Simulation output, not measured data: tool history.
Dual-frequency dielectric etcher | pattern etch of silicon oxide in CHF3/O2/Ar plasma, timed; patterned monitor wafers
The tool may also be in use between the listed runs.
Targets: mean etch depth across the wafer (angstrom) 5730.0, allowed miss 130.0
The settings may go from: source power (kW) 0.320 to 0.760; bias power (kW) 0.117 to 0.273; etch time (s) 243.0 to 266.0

run,hour,source power (kW),bias power (kW),etch time (s),mean etch depth across the wafer (angstrom)
1,0.0,0.540,0.195,266.0,5169.6
2,5.0,0.560,0.197,266.0,5327.5
3,11.9,0.560,0.197,243.0,4839.9
4,14.7,0.590,0.206,244.5,4980.6
5,16.0,0.620,0.216,249.0,5279.4
6,24.6,0.540,0.216,249.0,5015.1
7,27.1,0.570,0.221,250.5,5185.7
8,33.4,0.590,0.225,251.0,5319.9
9,34.4,0.610,0.227,251.5,5456.1
10,42.2,0.620,0.228,251.5,5423.6
11,44.4,0.630,0.230,252.0,5523.3
12,53.6,0.640,0.231,252.0,5528.5
13,55.9,0.650,0.232,252.0,5559.5

4 next moves are on the table. One of them brings every result within its allowed miss. Which?
A,58.2,0.630,0.203,256.0,?
B,58.2,0.630,0.205,257.0,?
C,58.2,0.680,0.229,243.0,?
D,58.2,0.740,0.239,243.0,?

move,mean etch depth across the wafer (angstrom)
A,5364.6
B,5403.5
C,5470.6
D,5741.3
A: further off than the last run
B: further off than the last run
C: further off than the last run
D: meets every target
The right move is D.

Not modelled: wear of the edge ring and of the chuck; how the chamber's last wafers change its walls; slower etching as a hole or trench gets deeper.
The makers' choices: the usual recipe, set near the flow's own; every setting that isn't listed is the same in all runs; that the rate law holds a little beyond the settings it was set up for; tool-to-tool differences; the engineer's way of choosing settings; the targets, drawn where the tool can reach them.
